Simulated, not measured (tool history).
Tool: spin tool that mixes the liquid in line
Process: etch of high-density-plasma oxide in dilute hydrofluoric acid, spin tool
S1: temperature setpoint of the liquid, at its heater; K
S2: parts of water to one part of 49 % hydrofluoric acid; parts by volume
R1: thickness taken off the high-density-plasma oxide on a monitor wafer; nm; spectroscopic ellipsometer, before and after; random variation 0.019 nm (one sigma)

Run 1, day 0: S1 296.15 K, S2 95 parts by volume, time under the liquid (s) 85. Result: R1 6.2367 nm.
Run 2, day 0.246: S1 294.65 K, S2 110 parts by volume, time under the liquid (s) 85. Result: R1 4.9674 nm.
Run 3, day 0.429: S1 294.65 K, S2 110 parts by volume, time under the liquid (s) 85. Result: R1 4.9825 nm.
Run 4, day 0.65: S1 294.65 K, S2 110 parts by volume, time under the liquid (s) 95. Result: R1 5.5196 nm.
Run 5, day 0.846: S1 294.65 K, S2 130 parts by volume, time under the liquid (s) 95. Result: R1 4.6364 nm.
Run 6, day 0.912: S1 294.65 K, S2 100 parts by volume, time under the liquid (s) 95. Result: R1 6.1804 nm.

Forecast run 7:
Run 7, day 0.938: S1 293.15 K, S2 115 parts by volume, time under the liquid (s) 95. Result: R1 ?.

{"run 7": {"R1": 4.9218}}

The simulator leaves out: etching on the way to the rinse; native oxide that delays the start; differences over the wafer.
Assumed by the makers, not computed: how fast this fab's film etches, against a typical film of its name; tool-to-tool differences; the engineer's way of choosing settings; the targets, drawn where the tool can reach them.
